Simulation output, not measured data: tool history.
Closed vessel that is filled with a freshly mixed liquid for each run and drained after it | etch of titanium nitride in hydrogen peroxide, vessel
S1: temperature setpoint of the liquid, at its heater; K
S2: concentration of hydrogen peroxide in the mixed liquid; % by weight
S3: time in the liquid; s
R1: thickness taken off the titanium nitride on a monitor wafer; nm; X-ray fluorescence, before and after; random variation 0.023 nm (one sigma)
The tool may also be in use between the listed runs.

run 1 hour=0.0 | S1=320.15 S2=17.5 S3=445 | R1=10.5690
run 2 hour=6.4 | S1=318.15 S2=17.5 S3=445 | R1=9.1895
run 3 hour=10.7 | S1=318.15 S2=14.0 S3=445 | R1=8.7847
run 4 hour=18.5 | S1=316.65 S2=14.0 S3=445 | R1=7.8284
run 5 hour=19.5 | S1=319.65 S2=14.0 S3=445 | R1=9.7503
run 6 hour=21.6 | S1=319.65 S2=15.5 S3=445 | R1=10.0190
run 7 hour=27.9 | S1=319.65 S2=15.5 S3=445 | R1=9.9444
-- hour=29.4 thermometer replaced
run 8 hour=29.4 | S1=317.65 S2=15.5 S3=445 | R1=7.5983
run 9 hour=32.0 | S1=317.15 S2=15.5 S3=445 | R1=7.4425

The next listed run, before its measurement:
run 10 hour=37.6 | S1=316.65 S2=15.5 S3=445 | R1=?

{"run 10": {"R1": 7.0807}}
